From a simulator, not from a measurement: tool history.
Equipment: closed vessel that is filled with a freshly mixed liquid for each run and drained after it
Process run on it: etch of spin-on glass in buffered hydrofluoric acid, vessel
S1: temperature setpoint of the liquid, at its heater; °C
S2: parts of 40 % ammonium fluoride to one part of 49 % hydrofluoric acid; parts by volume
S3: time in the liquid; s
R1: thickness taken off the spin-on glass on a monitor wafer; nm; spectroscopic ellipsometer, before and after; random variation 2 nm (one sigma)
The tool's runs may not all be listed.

run,hour,S1,S2,S3,R1
1,0.0,24.0,17.0,90,109.89
2,3.3,25.5,15.5,90,129.18
3,6.9,26.5,14.0,90,149.92
4,15.3,26.5,12.0,90,174.63
5,24.6,26.5,9.5,90,223.67
6,31.7,27.5,9.5,90,235.50
7,32.8,28.0,9.5,90,241.32
8,33.7,28.5,9.5,90,244.89

Estimate the outcome of run 9 from the log above:
9,40.2,29.0,9.5,90,?

R1: 253.50 nm
